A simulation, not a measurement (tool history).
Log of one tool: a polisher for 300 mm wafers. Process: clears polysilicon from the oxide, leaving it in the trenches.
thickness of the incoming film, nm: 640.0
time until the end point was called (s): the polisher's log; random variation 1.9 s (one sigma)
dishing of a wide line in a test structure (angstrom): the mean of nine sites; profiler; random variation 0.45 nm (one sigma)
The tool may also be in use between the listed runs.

run,day,flow of slurry (ml/min),pressure of the wafer on the pad (kPa),speed of the pad under the wafer (m/s),overpolish time after the end point (s),time until the end point was called (s),dishing of a wide line in a test structure (angstrom)
1,0.000,200,14.5,0.88,15,60.538,478.05
2,0.092,200,14.5,0.88,9,62.269,408.57
3,0.246,200,12.4,0.82,8,74.432,332.07
4,0.562,200,12.4,0.82,13,74.447,433.83
5,0.696,180,12.4,0.82,13,78.257,427.71
6,1.046,215,11.0,0.72,11,94.670,363.16

Forecast run 7:
7,1.267,240,9.7,0.70,9,?,?

{"run 7": {"time until the end point was called (s)": 107.78, "dishing of a wide line in a test structure (angstrom)": 310.68}}

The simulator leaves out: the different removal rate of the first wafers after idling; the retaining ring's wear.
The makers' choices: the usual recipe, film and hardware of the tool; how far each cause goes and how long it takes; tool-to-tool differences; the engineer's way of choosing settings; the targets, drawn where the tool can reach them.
